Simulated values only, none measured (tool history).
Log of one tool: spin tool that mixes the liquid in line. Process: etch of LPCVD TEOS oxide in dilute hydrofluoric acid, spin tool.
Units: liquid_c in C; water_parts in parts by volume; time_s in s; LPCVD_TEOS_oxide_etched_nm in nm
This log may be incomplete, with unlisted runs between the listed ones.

run,day,liquid_c,water_parts,time_s,LPCVD_TEOS_oxide_etched_nm
1,0,25,90,75,28.169
2,0.121,25,90,80,29.486
3,0.475,25,100,80,26.501
4,0.671,24,100,80,25.341
5,0.696,23,100,80,24.166
6,0.888,22,100,80,23.522

Run 7 comes next. What will it give?
7,1.188,21.5,100,80,?

{"run 7": {"LPCVD_TEOS_oxide_etched_nm": 22.724}}
